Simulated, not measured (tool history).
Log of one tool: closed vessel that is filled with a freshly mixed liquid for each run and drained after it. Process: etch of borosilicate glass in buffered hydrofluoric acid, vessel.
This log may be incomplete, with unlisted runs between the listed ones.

run,hour,temperature setpoint of the liquid (C),parts of 40 % ammonium fluoride to one part of 49 % hydrofluoric acid (parts by volume),time in the liquid (s),thickness taken off the borosilicate glass on a monitor wafer (nm)
1,0,21,12,100,108.76
2,4.4,19.5,13.5,100,89.905
3,9.2,21.5,13.5,100,98.996
4,14.2,20,14.5,100,85.844
5,21.4,18.5,14.5,100,79.794
6,27.5,18,15,100,74.278

Predict the results of run 7:
7,31.9,17.5,15.5,100,?

Run 7 came out at thickness taken off the borosilicate glass on a monitor wafer (nm) 70.4.

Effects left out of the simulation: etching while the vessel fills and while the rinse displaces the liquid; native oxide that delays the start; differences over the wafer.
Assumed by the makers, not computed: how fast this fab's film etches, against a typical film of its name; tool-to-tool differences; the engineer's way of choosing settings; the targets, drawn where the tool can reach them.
